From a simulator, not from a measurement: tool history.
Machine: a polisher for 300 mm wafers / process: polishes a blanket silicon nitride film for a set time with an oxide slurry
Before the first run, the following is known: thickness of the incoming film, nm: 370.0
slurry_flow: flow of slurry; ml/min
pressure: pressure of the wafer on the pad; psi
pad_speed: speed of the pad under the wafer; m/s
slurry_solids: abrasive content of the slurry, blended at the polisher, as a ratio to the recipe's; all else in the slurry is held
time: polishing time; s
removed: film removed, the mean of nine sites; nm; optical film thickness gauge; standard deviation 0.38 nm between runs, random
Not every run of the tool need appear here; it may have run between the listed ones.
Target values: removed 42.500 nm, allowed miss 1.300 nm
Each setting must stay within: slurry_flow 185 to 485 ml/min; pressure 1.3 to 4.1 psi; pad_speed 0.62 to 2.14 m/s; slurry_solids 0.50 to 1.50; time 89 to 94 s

{"run": 1, "hour": 0.0, "slurry_flow": 310, "pressure": 2.7, "pad_speed": 1.38, "slurry_solids": 1.0, "time": 89, "removed": 61.263}
{"run": 2, "hour": 7.0, "slurry_flow": 310, "pressure": 2.7, "pad_speed": 1.64, "slurry_solids": 1.0, "time": 89, "removed": 68.936}
{"run": 3, "hour": 14.0, "slurry_flow": 310, "pressure": 2.7, "pad_speed": 1.34, "slurry_solids": 1.0, "time": 89, "removed": 59.508}
{"run": 4, "hour": 15.2, "slurry_flow": 310, "pressure": 2.6, "pad_speed": 1.34, "slurry_solids": 1.0, "time": 89, "removed": 58.061}
{"run": 5, "hour": 21.4, "slurry_flow": 310, "pressure": 2.0, "pad_speed": 1.34, "slurry_solids": 1.0, "time": 89, "removed": 48.22}
{"run": 6, "hour": 23.0, "slurry_flow": 310, "pressure": 1.9, "pad_speed": 1.34, "slurry_solids": 1.0, "time": 89, "removed": 47.351}
{"run": 7, "hour": 26.2, "slurry_flow": 310, "pressure": 1.8, "pad_speed": 1.34, "slurry_solids": 1.0, "time": 89, "removed": 45.514}
{"run": 8, "hour": 35.0, "slurry_flow": 310, "pressure": 1.7, "pad_speed": 1.34, "slurry_solids": 1.0, "time": 89, "removed": 43.984}

Which of these 4 next moves meets every target?
{"run": "A", "hour": 43.8, "slurry_flow": 335, "pressure": 1.8, "pad_speed": 1.3, "slurry_solids": 1.05, "time": 92, "removed": "?"}
{"run": "B", "hour": 43.8, "slurry_flow": 375, "pressure": 1.3, "pad_speed": 1.92, "slurry_solids": 0.95, "time": 89, "removed": "?"}
{"run": "C", "hour": 43.8, "slurry_flow": 320, "pressure": 1.7, "pad_speed": 1.32, "slurry_solids": 1.1, "time": 89, "removed": "?"}
{"run": "D", "hour": 43.8, "slurry_flow": 305, "pressure": 1.7, "pad_speed": 1.2, "slurry_solids": 1.0, "time": 92, "removed": "?"}

move=A removed=47.409
move=B removed=48.064
move=C removed=45.688
move=D removed=42.018
A: further off than the last run
B: further off than the last run
C: further off than the last run
D: meets every target
D meets every target.
